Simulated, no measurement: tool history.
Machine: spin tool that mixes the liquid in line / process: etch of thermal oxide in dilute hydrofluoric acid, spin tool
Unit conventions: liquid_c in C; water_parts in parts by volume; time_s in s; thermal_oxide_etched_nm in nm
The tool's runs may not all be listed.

run	hour	liquid_c	water_parts	time_s	thermal_oxide_etched_nm
1	0	22	280	75	0.88381
2	6.9	23.5	240	75	1.1084
3	14	24.5	210	75	1.3793
4	14.7	25.5	195	75	1.5462
5	21.9	25.5	195	75	1.5477
6	29.3	25.5	195	50	1.0333
7	30.6	26	165	55	1.4233
8	33	26	165	55	1.4253
9	41.7	30	55	55	5.642
10	50.7	28.5	55	55	5.3713
11	57.2	26	60	55	4.4637
12	58.9	24.5	70	55	3.5422
13	62.2	23	70	55	3.2563
14	65.8	22	70	55	3.1539
15	74.4	21	70	55	2.9956
16	78.3	20	70	55	2.9277

Estimate the outcome of run 17 from the log above:
17	85.4	19.5	70	55	?

Run 17 yielded thermal_oxide_etched_nm 2.8903 nm.

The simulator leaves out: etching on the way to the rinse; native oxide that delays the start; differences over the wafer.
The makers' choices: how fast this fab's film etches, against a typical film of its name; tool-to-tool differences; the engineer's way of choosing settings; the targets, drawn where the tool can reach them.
